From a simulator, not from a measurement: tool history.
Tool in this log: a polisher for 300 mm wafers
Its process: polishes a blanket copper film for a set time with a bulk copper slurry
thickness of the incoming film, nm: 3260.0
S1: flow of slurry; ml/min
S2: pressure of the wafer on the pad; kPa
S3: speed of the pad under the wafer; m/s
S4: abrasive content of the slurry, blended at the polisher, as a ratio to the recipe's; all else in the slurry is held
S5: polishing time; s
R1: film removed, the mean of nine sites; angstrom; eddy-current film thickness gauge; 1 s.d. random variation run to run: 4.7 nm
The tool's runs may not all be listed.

{"run": 1, "hour": 0.0, "S1": 290, "S2": 15.2, "S3": 1.04, "S4": 1, "S5": 100, "R1": 6546.6}
{"run": 2, "hour": 8.9, "S1": 290, "S2": 13.8, "S3": 1, "S4": 1, "S5": 100, "R1": 5636.7}
{"run": 3, "hour": 12.7, "S1": 290, "S2": 11.7, "S3": 1, "S4": 1, "S5": 100, "R1": 4931.9}
{"run": 4, "hour": 18.9, "S1": 290, "S2": 11.7, "S3": 1, "S4": 1.2, "S5": 100, "R1": 5002.2}
{"run": 5, "hour": 27.1, "S1": 290, "S2": 11.7, "S3": 1, "S4": 1, "S5": 100, "R1": 5112.3}
{"run": 6, "hour": 34.1, "S1": 290, "S2": 11.7, "S3": 1, "S4": 1, "S5": 105, "R1": 5240.9}
{"run": 7, "hour": 38.0, "S1": 290, "S2": 11, "S3": 0.98, "S4": 1, "S5": 105, "R1": 4802.2}
{"run": 8, "hour": 42.7, "S1": 290, "S2": 10.3, "S3": 0.96, "S4": 1, "S5": 105, "R1": 4671.8}

The next listed run, before its measurement:
{"run": 9, "hour": 43.8, "S1": 290, "S2": 9.7, "S3": 0.94, "S4": 1, "S5": 105, "R1": "?"}

R1: 4204.9 angstrom
